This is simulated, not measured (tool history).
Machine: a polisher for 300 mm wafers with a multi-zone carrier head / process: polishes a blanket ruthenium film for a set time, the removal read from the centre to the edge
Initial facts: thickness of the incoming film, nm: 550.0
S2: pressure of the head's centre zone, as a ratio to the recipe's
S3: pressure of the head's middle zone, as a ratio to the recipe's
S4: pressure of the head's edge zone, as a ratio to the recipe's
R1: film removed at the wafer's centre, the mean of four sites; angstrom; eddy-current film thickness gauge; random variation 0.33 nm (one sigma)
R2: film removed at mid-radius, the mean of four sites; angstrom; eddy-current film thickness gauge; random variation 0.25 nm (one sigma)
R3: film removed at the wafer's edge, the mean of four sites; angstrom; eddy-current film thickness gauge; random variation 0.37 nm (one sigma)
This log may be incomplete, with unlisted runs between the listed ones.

run 1 hour=0 | flow_of_slurry_(ml/min)=125 S2=1 S3=1 S4=1 polishing_time_(s)=59 | R1=508.01 R2=512.07 R3=500.92
run 2 hour=8.2 | flow_of_slurry_(ml/min)=125 S2=0.93 S3=1 S4=1 polishing_time_(s)=59 | R1=480.73 R2=511.06 R3=524.95
run 3 hour=15.1 | flow_of_slurry_(ml/min)=115 S2=0.93 S3=0.97 S4=0.97 polishing_time_(s)=52 | R1=417.55 R2=430.26 R3=438.21
run 4 hour=16.5 | flow_of_slurry_(ml/min)=110 S2=0.91 S3=0.94 S4=0.96 polishing_time_(s)=47 | R1=370.55 R2=374.78 R3=390.99
run 5 hour=23.6 | flow_of_slurry_(ml/min)=105 S2=0.9 S3=0.92 S4=0.94 polishing_time_(s)=43 | R1=322.69 R2=337.83 R3=353.83
run 6 hour=28.6 | flow_of_slurry_(ml/min)=105 S2=0.9 S3=0.92 S4=1.02 polishing_time_(s)=43 | R1=325.1 R2=331.75 R3=370.04
run 7 hour=31.2 | flow_of_slurry_(ml/min)=90 S2=0.93 S3=0.85 S4=0.92 polishing_time_(s)=27 | R1=197.95 R2=185.43 R3=216.18

Estimate the outcome of run 8 from the log above:
run 8 hour=38.9 | flow_of_slurry_(ml/min)=105 S2=0.92 S3=0.85 S4=0.92 polishing_time_(s)=27 | R1=? R2=? R3=?

Run 8 came out at R1 207.1 angstrom, R2 193 angstrom, R3 220.65 angstrom.
